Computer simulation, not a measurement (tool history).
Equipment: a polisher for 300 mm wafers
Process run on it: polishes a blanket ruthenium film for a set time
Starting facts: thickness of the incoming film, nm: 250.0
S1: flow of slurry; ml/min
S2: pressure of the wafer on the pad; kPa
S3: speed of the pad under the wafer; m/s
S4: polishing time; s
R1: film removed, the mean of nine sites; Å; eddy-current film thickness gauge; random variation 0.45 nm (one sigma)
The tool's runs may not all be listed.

run,day,S1,S2,S3,S4,R1
1,0,200,13.1,0.86,61,583.97
2,0.371,200,12.4,0.86,61,554.27
3,0.546,200,11.7,0.86,61,545.11
4,0.908,230,11.7,0.86,61,554.49
5,1.254,230,11.7,0.86,56,522.51
6,1.4,220,11,0.86,56,493.48

What does the tool deliver on the next run?
7,1.617,210,11,0.86,56,?

{"run 7": {"R1": 488.96}}
